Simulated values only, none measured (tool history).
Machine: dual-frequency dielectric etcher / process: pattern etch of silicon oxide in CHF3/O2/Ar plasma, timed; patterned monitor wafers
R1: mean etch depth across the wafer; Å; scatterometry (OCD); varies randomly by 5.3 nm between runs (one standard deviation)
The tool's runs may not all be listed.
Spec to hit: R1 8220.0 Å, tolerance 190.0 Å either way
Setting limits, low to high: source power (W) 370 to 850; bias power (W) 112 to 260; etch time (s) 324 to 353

Run 1, day 0.000: source power (W) 610, bias power (W) 186, etch time (s) 353. Result: R1 7116.5 Å.
Run 2, day 0.175: source power (W) 610, bias power (W) 186, etch time (s) 353. Result: R1 7002.6 Å.
Run 3, day 0.375: source power (W) 610, bias power (W) 186, etch time (s) 353. Result: R1 7126.6 Å.
Run 4, day 0.675: source power (W) 720, bias power (W) 186, etch time (s) 353. Result: R1 7409.5 Å.
Run 5, day 0.917: source power (W) 770, bias power (W) 186, etch time (s) 353. Result: R1 7675.1 Å.
Run 6, day 1.000: source power (W) 670, bias power (W) 186, etch time (s) 353. Result: R1 7407.4 Å.
Run 7, day 1.150: source power (W) 700, bias power (W) 190, etch time (s) 353. Result: R1 7504.0 Å.
Run 8, day 1.400: source power (W) 720, bias power (W) 194, etch time (s) 353. Result: R1 7592.1 Å.
Run 9, day 1.612: source power (W) 740, bias power (W) 198, etch time (s) 353. Result: R1 7750.7 Å.

Which one of the following 5 next-run settings gets every result inside its allowed miss? There is exactly one.
Run A, day 1.825: source power (W) 710, bias power (W) 191, etch time (s) 331. Result: R1 ?.
Run B, day 1.825: source power (W) 780, bias power (W) 198, etch time (s) 353. Result: R1 ?.
Run C, day 1.825: source power (W) 840, bias power (W) 250, etch time (s) 336. Result: R1 ?.
Run D, day 1.825: source power (W) 720, bias power (W) 220, etch time (s) 345. Result: R1 ?.
Run E, day 1.825: source power (W) 780, bias power (W) 204, etch time (s) 339. Result: R1 ?.

move      R1
   A  7056.2
   B  7874.5
   C  8292.0
   D  7727.2
   E  7632.6
A: further off than the last run
B: gains on the last run, yet a result remains outside its allowed miss
C: each result inside its tolerance
D: further off than the last run
E: further off than the last run
C is the move that brings every result within its allowed miss.
